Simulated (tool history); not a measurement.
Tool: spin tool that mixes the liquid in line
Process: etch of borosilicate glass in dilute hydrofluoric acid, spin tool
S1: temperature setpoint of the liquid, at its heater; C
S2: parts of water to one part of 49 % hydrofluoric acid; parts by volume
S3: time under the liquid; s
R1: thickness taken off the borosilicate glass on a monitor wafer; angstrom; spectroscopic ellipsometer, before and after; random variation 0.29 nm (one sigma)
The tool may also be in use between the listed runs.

| run | day | S1 | S2 | S3 | R1 |
|---|---|---|---|---|---|
| 1 | 0 | 23 | 200 | 245 | 325.36 |
| 2 | 0.1 | 23 | 265 | 245 | 229.17 |
| 3 | 0.171 | 23 | 240 | 245 | 258.38 |
| 4 | 0.358 | 23 | 240 | 245 | 259.21 |
| 5 | 0.621 | 23 | 240 | 265 | 280.69 |
| 6 | 0.742 | 23 | 280 | 265 | 230.6 |
| 7 | 1.046 | 27 | 200 | 265 | 402.79 |

The next listed run, before its measurement:
| 8 | 1.312 | 31 | 120 | 265 | ? |

{"run 8": {"R1": 865.29}}

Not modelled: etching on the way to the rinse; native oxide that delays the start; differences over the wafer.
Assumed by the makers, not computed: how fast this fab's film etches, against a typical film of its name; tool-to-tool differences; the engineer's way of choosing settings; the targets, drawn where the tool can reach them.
